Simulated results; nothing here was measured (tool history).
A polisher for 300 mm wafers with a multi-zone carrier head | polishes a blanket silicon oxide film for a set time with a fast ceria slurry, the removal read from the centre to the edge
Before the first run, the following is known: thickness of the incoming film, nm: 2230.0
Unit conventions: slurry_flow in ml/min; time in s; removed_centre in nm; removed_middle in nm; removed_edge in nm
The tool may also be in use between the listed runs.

Run 1, hour 0.0: slurry_flow 210 ml/min, centre_zone 1.00, middle_zone 1.00, edge_zone 1.00, time 56 s. Result: removed_centre 713.44 nm, removed_middle 697.03 nm, removed_edge 705.84 nm.
Run 2, hour 5.1: slurry_flow 210 ml/min, centre_zone 1.00, middle_zone 1.00, edge_zone 0.95, time 56 s. Result: removed_centre 710.61 nm, removed_middle 688.13 nm, removed_edge 695.00 nm.
Run 3, hour 6.1: slurry_flow 220 ml/min, centre_zone 0.99, middle_zone 1.02, edge_zone 0.99, time 58 s. Result: removed_centre 739.95 nm, removed_middle 720.10 nm, removed_edge 724.33 nm.
Run 4, hour 9.8: slurry_flow 200 ml/min, centre_zone 0.98, middle_zone 1.05, edge_zone 1.00, time 61 s. Result: removed_centre 753.82 nm, removed_middle 772.52 nm, removed_edge 752.90 nm.
Run 5, hour 13.9: slurry_flow 210 ml/min, centre_zone 0.97, middle_zone 1.07, edge_zone 1.03, time 62 s. Result: removed_centre 753.28 nm, removed_middle 811.42 nm, removed_edge 784.81 nm.
Run 6, hour 20.9: slurry_flow 230 ml/min, centre_zone 0.97, middle_zone 1.07, edge_zone 1.03, time 62 s. Result: removed_centre 782.34 nm, removed_middle 805.48 nm, removed_edge 793.00 nm.
Run 7, hour 28.8: slurry_flow 230 ml/min, centre_zone 0.97, middle_zone 1.09, edge_zone 1.05, time 63 s. Result: removed_centre 781.04 nm, removed_middle 825.61 nm, removed_edge 808.56 nm.

What will run 8 give?
Run 8, hour 37.8: slurry_flow 235 ml/min, centre_zone 0.97, middle_zone 1.11, edge_zone 1.06, time 64 s. Result: removed_centre ?, removed_middle ?, removed_edge ?.

removed_centre: 803.50 nm
removed_middle: 836.70 nm
removed_edge: 822.03 nm
